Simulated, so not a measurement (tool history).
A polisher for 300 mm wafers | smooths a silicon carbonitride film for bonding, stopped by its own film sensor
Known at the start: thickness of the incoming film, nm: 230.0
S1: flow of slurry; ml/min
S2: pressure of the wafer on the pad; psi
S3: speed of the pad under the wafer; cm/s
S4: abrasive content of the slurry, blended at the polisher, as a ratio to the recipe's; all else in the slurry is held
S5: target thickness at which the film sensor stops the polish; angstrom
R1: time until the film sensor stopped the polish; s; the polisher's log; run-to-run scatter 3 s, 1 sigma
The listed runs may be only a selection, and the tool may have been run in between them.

{"run": 1, "hour": 0.0, "S1": 255, "S2": 2.6, "S3": 84, "S4": 1, "S5": 2020, "R1": 123.93}
{"run": 2, "hour": 3.4, "S1": 255, "S2": 2.3, "S3": 76, "S4": 1, "S5": 2020, "R1": 150.45}
{"run": 3, "hour": 6.6, "S1": 255, "S2": 2.3, "S3": 76, "S4": 1, "S5": 2020, "R1": 148.83}
{"run": 4, "hour": 12.8, "S1": 255, "S2": 2.1, "S3": 70, "S4": 1, "S5": 2020, "R1": 170.32}
{"run": 5, "hour": 14.0, "S1": 255, "S2": 1.9, "S3": 66, "S4": 1, "S5": 2020, "R1": 189.54}
{"run": 6, "hour": 19.9, "S1": 255, "S2": 2.4, "S3": 66, "S4": 1, "S5": 2020, "R1": 153.22}
{"run": 7, "hour": 24.9, "S1": 255, "S2": 2.2, "S3": 62, "S4": 1, "S5": 2020, "R1": 170.57}
{"run": 8, "hour": 31.4, "S1": 255, "S2": 2, "S3": 58, "S4": 1, "S5": 2020, "R1": 196.99}
{"run": 9, "hour": 33.0, "S1": 255, "S2": 1.8, "S3": 56, "S4": 1, "S5": 2020, "R1": 219.46}
{"run": 10, "hour": 35.0, "S1": 250, "S2": 1.2, "S3": 44, "S4": 1, "S5": 2020, "R1": 361.17}
{"run": 11, "hour": 40.4, "S1": 260, "S2": 1.2, "S3": 44, "S4": 1, "S5": 2020, "R1": 356.24}
{"run": 12, "hour": 47.5, "S1": 260, "S2": 1.3, "S3": 44, "S4": 1, "S5": 2020, "R1": 333.28}

Expected results for the next run?
{"run": 13, "hour": 54.0, "S1": 265, "S2": 1.3, "S3": 44, "S4": 1, "S5": 2020, "R1": "?"}

Run 13 gave R1 328.36 s.
